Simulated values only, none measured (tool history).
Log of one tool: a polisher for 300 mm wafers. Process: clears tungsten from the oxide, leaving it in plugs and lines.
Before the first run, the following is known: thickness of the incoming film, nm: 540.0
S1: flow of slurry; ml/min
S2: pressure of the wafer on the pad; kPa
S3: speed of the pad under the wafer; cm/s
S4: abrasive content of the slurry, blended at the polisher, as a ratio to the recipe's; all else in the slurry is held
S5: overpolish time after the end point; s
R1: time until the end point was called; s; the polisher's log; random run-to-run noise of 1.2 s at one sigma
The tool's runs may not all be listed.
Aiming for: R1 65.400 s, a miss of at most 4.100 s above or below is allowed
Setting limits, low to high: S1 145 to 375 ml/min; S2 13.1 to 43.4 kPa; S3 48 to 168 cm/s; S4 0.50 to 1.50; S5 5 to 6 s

{"run": 1, "hour": 0.0, "S1": 240, "S2": 28.3, "S3": 108, "S4": 1.0, "S5": 6, "R1": 95.27}
{"run": 2, "hour": 4.4, "S1": 240, "S2": 31.0, "S3": 110, "S4": 1.0, "S5": 6, "R1": 84.068}
{"run": 3, "hour": 5.9, "S1": 240, "S2": 32.4, "S3": 110, "S4": 1.0, "S5": 6, "R1": 82.042}
{"run": 4, "hour": 11.3, "S1": 240, "S2": 33.8, "S3": 112, "S4": 1.0, "S5": 6, "R1": 78.231}
{"run": 5, "hour": 19.9, "S1": 240, "S2": 33.8, "S3": 96, "S4": 1.0, "S5": 6, "R1": 85.86}
{"run": 6, "hour": 27.5, "S1": 240, "S2": 35.9, "S3": 98, "S4": 1.0, "S5": 6, "R1": 79.726}
{"run": 7, "hour": 30.7, "S1": 240, "S2": 37.2, "S3": 100, "S4": 1.0, "S5": 6, "R1": 79.669}
{"run": 8, "hour": 34.0, "S1": 240, "S2": 38.6, "S3": 104, "S4": 1.0, "S5": 6, "R1": 71.437}
{"run": 9, "hour": 39.6, "S1": 240, "S2": 39.3, "S3": 104, "S4": 1.0, "S5": 6, "R1": 71.513}
{"run": 10, "hour": 45.4, "S1": 240, "S2": 40.0, "S3": 104, "S4": 1.0, "S5": 6, "R1": 71.751}

Which of these 4 next moves meets every target?
{"run": "A", "hour": 51.2, "S1": 245, "S2": 43.4, "S3": 102, "S4": 0.95, "S5": 6, "R1": "?"}
{"run": "B", "hour": 51.2, "S1": 270, "S2": 42.1, "S3": 130, "S4": 1.0, "S5": 6, "R1": "?"}
{"run": "C", "hour": 51.2, "S1": 155, "S2": 43.4, "S3": 122, "S4": 1.2, "S5": 5, "R1": "?"}
{"run": "D", "hour": 51.2, "S1": 340, "S2": 43.4, "S3": 116, "S4": 1.15, "S5": 5, "R1": "?"}

move=A R1=67.398
move=B R1=56.110
move=C R1=59.297
move=D R1=56.212
A: hits every target within its allowed miss
B: the result that was furthest off in the last run now lies on the other side of its target
C: the result that was furthest off in the last run now lies on the other side of its target
D: the result that was furthest off in the last run now lies on the other side of its target
Correct choice: A, which meets every target
